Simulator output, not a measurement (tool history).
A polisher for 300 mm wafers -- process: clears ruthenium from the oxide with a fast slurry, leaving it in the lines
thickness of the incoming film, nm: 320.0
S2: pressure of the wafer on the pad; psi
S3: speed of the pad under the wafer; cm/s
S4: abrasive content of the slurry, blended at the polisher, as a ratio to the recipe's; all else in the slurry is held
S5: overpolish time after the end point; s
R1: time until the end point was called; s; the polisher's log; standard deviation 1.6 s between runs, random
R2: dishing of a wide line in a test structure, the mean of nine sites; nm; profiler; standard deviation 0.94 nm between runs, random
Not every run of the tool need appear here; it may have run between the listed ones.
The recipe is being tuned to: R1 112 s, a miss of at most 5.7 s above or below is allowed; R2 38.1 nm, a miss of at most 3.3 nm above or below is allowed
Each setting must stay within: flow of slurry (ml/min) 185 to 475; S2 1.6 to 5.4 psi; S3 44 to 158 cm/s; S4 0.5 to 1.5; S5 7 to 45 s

run 1 day=0 | flow_of_slurry_(ml/min)=305 S2=3.5 S3=100 S4=1 S5=23 | R1=62.086 R2=83.196
run 2 day=0.354 | flow_of_slurry_(ml/min)=335 S2=3.5 S3=100 S4=1 S5=23 | R1=62.707 R2=83.859
run 3 day=0.675 | flow_of_slurry_(ml/min)=335 S2=3.5 S3=100 S4=1 S5=20 | R1=61.729 R2=71.879
run 4 day=0.867 | flow_of_slurry_(ml/min)=335 S2=3.1 S3=98 S4=1 S5=19 | R1=70.176 R2=63.593
run 5 day=0.971 | flow_of_slurry_(ml/min)=335 S2=3.1 S3=122 S4=1 S5=19 | R1=56.272 R2=73.571
run 6 day=1.162 | flow_of_slurry_(ml/min)=335 S2=3.1 S3=148 S4=1 S5=19 | R1=47.317 R2=80.251
run 7 day=1.438 | flow_of_slurry_(ml/min)=335 S2=2.8 S3=136 S4=0.95 S5=18 | R1=60.213 R2=68.79
run 8 day=1.638 | flow_of_slurry_(ml/min)=335 S2=2.5 S3=130 S4=0.95 S5=17 | R1=68.894 R2=58.182
run 9 day=1.838 | flow_of_slurry_(ml/min)=335 S2=2.3 S3=126 S4=0.95 S5=17 | R1=75.973 R2=53.373
run 10 day=2.104 | flow_of_slurry_(ml/min)=335 S2=2.1 S3=122 S4=0.95 S5=17 | R1=87.65 R2=47.585
run 11 day=2.167 | flow_of_slurry_(ml/min)=335 S2=2 S3=120 S4=0.95 S5=17 | R1=92.867 R2=45.182
run 12 day=2.304 | flow_of_slurry_(ml/min)=335 S2=1.9 S3=120 S4=0.95 S5=17 | R1=99.04 R2=43.98
run 13 day=2.625 | flow_of_slurry_(ml/min)=335 S2=1.8 S3=120 S4=0.95 S5=17 | R1=101.56 R2=42.322

Pick the move, out of 4, that brings all results within their allowed miss; only one does.
run A day=2.946 | flow_of_slurry_(ml/min)=390 S2=1.6 S3=116 S4=1.05 S5=17 | R1=? R2=?
run B day=2.946 | flow_of_slurry_(ml/min)=320 S2=2 S3=112 S4=0.8 S5=22 | R1=? R2=?
run C day=2.946 | flow_of_slurry_(ml/min)=285 S2=2.1 S3=148 S4=0.8 S5=14 | R1=? R2=?
run D day=2.946 | flow_of_slurry_(ml/min)=345 S2=1.9 S3=122 S4=0.95 S5=13 | R1=? R2=?

move=A R1=111.56 R2=38.393
move=B R1=111.16 R2=48.375
move=C R1=82.548 R2=42.24
move=D R1=96.432 R2=34.367
A: meets every target
B: the furthest-off result lands on target, but another misses its tolerance
C: its largest miss is bigger than the last run's
D: its largest miss is bigger than the last run's
So the answer is move A, the one that meets all the targets.
